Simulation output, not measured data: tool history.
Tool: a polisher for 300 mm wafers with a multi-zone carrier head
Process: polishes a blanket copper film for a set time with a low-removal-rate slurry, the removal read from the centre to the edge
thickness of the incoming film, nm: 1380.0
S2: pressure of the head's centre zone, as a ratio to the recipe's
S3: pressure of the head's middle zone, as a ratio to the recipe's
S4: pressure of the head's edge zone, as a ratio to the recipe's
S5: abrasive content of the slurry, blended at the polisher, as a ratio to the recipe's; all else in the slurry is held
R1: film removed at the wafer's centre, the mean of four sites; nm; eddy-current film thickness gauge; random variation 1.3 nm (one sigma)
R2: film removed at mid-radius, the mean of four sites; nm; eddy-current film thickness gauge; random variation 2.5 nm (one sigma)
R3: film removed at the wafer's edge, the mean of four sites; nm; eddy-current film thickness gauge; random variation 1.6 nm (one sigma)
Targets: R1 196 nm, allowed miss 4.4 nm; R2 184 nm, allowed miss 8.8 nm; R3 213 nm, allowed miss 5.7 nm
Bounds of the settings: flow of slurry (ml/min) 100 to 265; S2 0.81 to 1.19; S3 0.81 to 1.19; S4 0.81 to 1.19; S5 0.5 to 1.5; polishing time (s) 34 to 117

Run 1, hour 0: flow of slurry (ml/min) 170, S2 1, S3 1, S4 1, S5 1, polishing time (s) 75. Result: R1 170.85 nm, R2 171.67 nm, R3 167.65 nm.
Run 2, hour 5.8: flow of slurry (ml/min) 170, S2 1.07, S3 1, S4 1, S5 1, polishing time (s) 75. Result: R1 179.29 nm, R2 165.72 nm, R3 168.15 nm.
Run 3, hour 8: flow of slurry (ml/min) 170, S2 1.07, S3 1.05, S4 1, S5 1, polishing time (s) 75. Result: R1 180.66 nm, R2 173.45 nm, R3 169.3 nm.
Run 4, hour 16.7: flow of slurry (ml/min) 170, S2 1.07, S3 1.11, S4 1, S5 1, polishing time (s) 75. Result: R1 180.82 nm, R2 181.95 nm, R3 170.02 nm.
Run 5, hour 20.5: flow of slurry (ml/min) 170, S2 1.07, S3 1.11, S4 0.97, S5 1, polishing time (s) 75. Result: R1 181.45 nm, R2 180.82 nm, R3 167.55 nm.
Run 6, hour 28.3: flow of slurry (ml/min) 170, S2 1.07, S3 1.11, S4 0.97, S5 1, polishing time (s) 89. Result: R1 211.75 nm, R2 215.16 nm, R3 196.91 nm.
Run 7, hour 37.1: flow of slurry (ml/min) 160, S2 1.06, S3 1.07, S4 1.02, S5 1, polishing time (s) 89. Result: R1 211.91 nm, R2 210.19 nm, R3 200.8 nm.
Run 8, hour 44.1: flow of slurry (ml/min) 150, S2 1.04, S3 1.02, S4 1.06, S5 1, polishing time (s) 89. Result: R1 202.62 nm, R2 197.51 nm, R3 201.59 nm.
Run 9, hour 46: flow of slurry (ml/min) 145, S2 1.04, S3 1, S4 1.09, S5 1, polishing time (s) 89. Result: R1 201.47 nm, R2 189.59 nm, R3 205.38 nm.
Run 10, hour 52.3: flow of slurry (ml/min) 145, S2 1.04, S3 1, S4 1.1, S5 1, polishing time (s) 89. Result: R1 202.75 nm, R2 196.67 nm, R3 205.52 nm.
Run 11, hour 57.3: flow of slurry (ml/min) 120, S2 1.01, S3 0.9, S4 1.18, S5 1.1, polishing time (s) 89. Result: R1 191.98 nm, R2 170.47 nm, R3 214.01 nm.

Which of these 4 next moves meets every target?
Run A, hour 62.3: flow of slurry (ml/min) 190, S2 1.06, S3 1.11, S4 1.17, S5 0.95, polishing time (s) 82. Result: R1 ?, R2 ?, R3 ?.
Run B, hour 62.3: flow of slurry (ml/min) 115, S2 1.08, S3 0.87, S4 1.1, S5 1.1, polishing time (s) 86. Result: R1 ?, R2 ?, R3 ?.
Run C, hour 62.3: flow of slurry (ml/min) 155, S2 1.02, S3 0.82, S4 1.19, S5 1.45, polishing time (s) 82. Result: R1 ?, R2 ?, R3 ?.
Run D, hour 62.3: flow of slurry (ml/min) 100, S2 1, S3 0.92, S4 1.09, S5 1, polishing time (s) 98. Result: R1 ?, R2 ?, R3 ?.

move      R1      R2      R3
   A  198.21  202.63  200.78
   B  196.62     163  197.29
   C  198.01  163.76  213.49
   D  198.85  186.21  215.86
A: takes the result that was furthest off past its target
B: further off than the last run
C: further off than the last run
D: meets every target
The right move is D.

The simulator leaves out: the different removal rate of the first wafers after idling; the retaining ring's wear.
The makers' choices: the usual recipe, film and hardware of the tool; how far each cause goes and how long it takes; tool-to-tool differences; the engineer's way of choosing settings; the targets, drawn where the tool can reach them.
